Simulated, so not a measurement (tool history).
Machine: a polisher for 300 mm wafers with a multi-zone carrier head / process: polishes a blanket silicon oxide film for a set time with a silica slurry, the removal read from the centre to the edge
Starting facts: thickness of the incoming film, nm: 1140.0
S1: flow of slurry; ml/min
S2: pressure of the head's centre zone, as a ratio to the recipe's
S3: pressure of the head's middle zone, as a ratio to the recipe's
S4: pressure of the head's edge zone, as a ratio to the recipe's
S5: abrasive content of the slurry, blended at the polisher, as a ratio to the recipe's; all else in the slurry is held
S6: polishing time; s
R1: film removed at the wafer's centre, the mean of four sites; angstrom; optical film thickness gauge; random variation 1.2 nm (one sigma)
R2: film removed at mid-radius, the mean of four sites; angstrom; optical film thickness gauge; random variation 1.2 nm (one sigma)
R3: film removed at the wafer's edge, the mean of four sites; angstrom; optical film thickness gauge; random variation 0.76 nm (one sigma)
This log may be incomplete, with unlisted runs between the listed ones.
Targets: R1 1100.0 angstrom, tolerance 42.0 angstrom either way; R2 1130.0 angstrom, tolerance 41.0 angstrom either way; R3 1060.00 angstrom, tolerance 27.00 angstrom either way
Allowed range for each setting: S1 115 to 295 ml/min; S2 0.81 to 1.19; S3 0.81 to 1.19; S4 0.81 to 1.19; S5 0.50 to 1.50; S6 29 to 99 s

Run 1, hour 0.0: S1 190 ml/min, S2 1.00, S3 1.00, S4 1.00, S5 1.00, S6 64 s. Result: R1 1633.9 angstrom, R2 1639.6 angstrom, R3 1629.80 angstrom.
Run 2, hour 7.3: S1 190 ml/min, S2 1.05, S3 1.00, S4 1.00, S5 1.00, S6 64 s. Result: R1 1726.9 angstrom, R2 1624.9 angstrom, R3 1626.80 angstrom.
Run 3, hour 10.7: S1 190 ml/min, S2 1.05, S3 1.00, S4 0.93, S5 1.00, S6 64 s. Result: R1 1732.0 angstrom, R2 1627.0 angstrom, R3 1560.60 angstrom.
Run 4, hour 13.5: S1 190 ml/min, S2 1.05, S3 1.00, S4 0.93, S5 1.20, S6 64 s. Result: R1 1909.4 angstrom, R2 1811.5 angstrom, R3 1741.90 angstrom.
Run 5, hour 19.3: S1 155 ml/min, S2 1.05, S3 1.00, S4 0.93, S5 1.20, S6 64 s. Result: R1 1853.9 angstrom, R2 1733.7 angstrom, R3 1686.60 angstrom.
Run 6, hour 26.0: S1 150 ml/min, S2 1.03, S3 1.00, S4 0.91, S5 1.05, S6 63 s. Result: R1 1629.8 angstrom, R2 1594.5 angstrom, R3 1533.60 angstrom.
Run 7, hour 27.4: S1 155 ml/min, S2 1.02, S3 1.00, S4 0.90, S5 0.95, S6 62 s. Result: R1 1492.7 angstrom, R2 1460.0 angstrom, R3 1388.70 angstrom.
Run 8, hour 28.7: S1 155 ml/min, S2 1.01, S3 0.99, S4 0.89, S5 0.90, S6 62 s. Result: R1 1423.1 angstrom, R2 1392.3 angstrom, R3 1354.60 angstrom.
Run 9, hour 37.6: S1 155 ml/min, S2 1.00, S3 0.99, S4 0.88, S5 0.85, S6 62 s. Result: R1 1347.3 angstrom, R2 1328.7 angstrom, R3 1285.30 angstrom.
Run 10, hour 45.7: S1 160 ml/min, S2 0.99, S3 0.99, S4 0.87, S5 0.80, S6 62 s. Result: R1 1290.0 angstrom, R2 1276.2 angstrom, R3 1226.70 angstrom.
Run 11, hour 52.9: S1 165 ml/min, S2 0.98, S3 0.99, S4 0.86, S5 0.75, S6 62 s. Result: R1 1214.3 angstrom, R2 1201.3 angstrom, R3 1154.80 angstrom.
Run 12, hour 55.6: S1 165 ml/min, S2 0.97, S3 0.99, S4 0.85, S5 0.75, S6 62 s. Result: R1 1213.8 angstrom, R2 1237.3 angstrom, R3 1149.90 angstrom.
Run 13, hour 60.9: S1 165 ml/min, S2 0.96, S3 0.98, S4 0.84, S5 0.75, S6 62 s. Result: R1 1169.8 angstrom, R2 1212.9 angstrom, R3 1136.00 angstrom.
Run 14, hour 63.3: S1 165 ml/min, S2 0.96, S3 0.98, S4 0.83, S5 0.75, S6 62 s. Result: R1 1216.3 angstrom, R2 1234.2 angstrom, R3 1141.50 angstrom.
Run 15, hour 66.5: S1 165 ml/min, S2 0.95, S3 0.98, S4 0.83, S5 0.75, S6 62 s. Result: R1 1187.4 angstrom, R2 1201.2 angstrom, R3 1121.90 angstrom.
Run 16, hour 71.7: S1 165 ml/min, S2 0.95, S3 0.98, S4 0.83, S5 0.75, S6 62 s. Result: R1 1183.4 angstrom, R2 1212.4 angstrom, R3 1124.50 angstrom.
Run 17, hour 72.6: S1 165 ml/min, S2 0.94, S3 0.97, S4 0.83, S5 0.75, S6 62 s. Result: R1 1166.7 angstrom, R2 1227.9 angstrom, R3 1150.40 angstrom.
Run 18, hour 74.4: S1 160 ml/min, S2 0.94, S3 0.97, S4 0.83, S5 0.75, S6 62 s. Result: R1 1183.7 angstrom, R2 1171.8 angstrom, R3 1128.60 angstrom.

Below are 5 possible settings for the next run. Only one of them brings all results inside the allowed miss of their targets. Which is it?
Run A, hour 76.2: S1 185 ml/min, S2 1.03, S3 1.10, S4 0.81, S5 0.75, S6 58 s. Result: R1 ?, R2 ?, R3 ?.
Run B, hour 76.2: S1 120 ml/min, S2 1.03, S3 0.94, S4 0.81, S5 0.85, S6 57 s. Result: R1 ?, R2 ?, R3 ?.
Run C, hour 76.2: S1 175 ml/min, S2 1.04, S3 0.91, S4 0.81, S5 0.80, S6 55 s. Result: R1 ?, R2 ?, R3 ?.
Run D, hour 76.2: S1 195 ml/min, S2 0.92, S3 0.95, S4 0.81, S5 1.10, S6 43 s. Result: R1 ?, R2 ?, R3 ?.
Run E, hour 76.2: S1 225 ml/min, S2 1.09, S3 1.13, S4 0.81, S5 0.70, S6 57 s. Result: R1 ?, R2 ?, R3 ?.

move      R1      R2       R3
   A  1194.4  1264.3  1059.60
   B  1167.3  1117.9  1081.70
   C  1193.8  1095.7  1057.80
   D  1071.3  1122.6  1045.20
   E  1193.2  1222.4   996.43
A: the worst result of the last run now meets its target, but another is out of spec
B: the worst result of the last run now meets its target, but another is out of spec
C: the worst result of the last run now meets its target, but another is out of spec
D: each result inside its tolerance
E: carries the result that was furthest off beyond its target, to the other side
D meets every target.
